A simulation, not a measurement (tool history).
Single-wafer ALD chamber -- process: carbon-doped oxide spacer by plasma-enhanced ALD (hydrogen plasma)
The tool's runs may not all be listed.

run	hour	heater temperature setpoint (K)	number of ALD cycles (cycles)	mean film thickness on the monitor wafer (angstrom)
1	0.0	663.15	250	136.22
2	9.5	656.15	250	135.39
3	15.5	661.15	250	135.92
4	16.6	671.15	250	135.96
5	17.7	671.15	249	134.95
6	22.5	677.15	249	132.50
7	24.3	677.15	249	133.18

For run 8, what comes out?
8	29.9	677.15	248	?

Logged for run 8: mean film thickness on the monitor wafer (angstrom) 131.59.

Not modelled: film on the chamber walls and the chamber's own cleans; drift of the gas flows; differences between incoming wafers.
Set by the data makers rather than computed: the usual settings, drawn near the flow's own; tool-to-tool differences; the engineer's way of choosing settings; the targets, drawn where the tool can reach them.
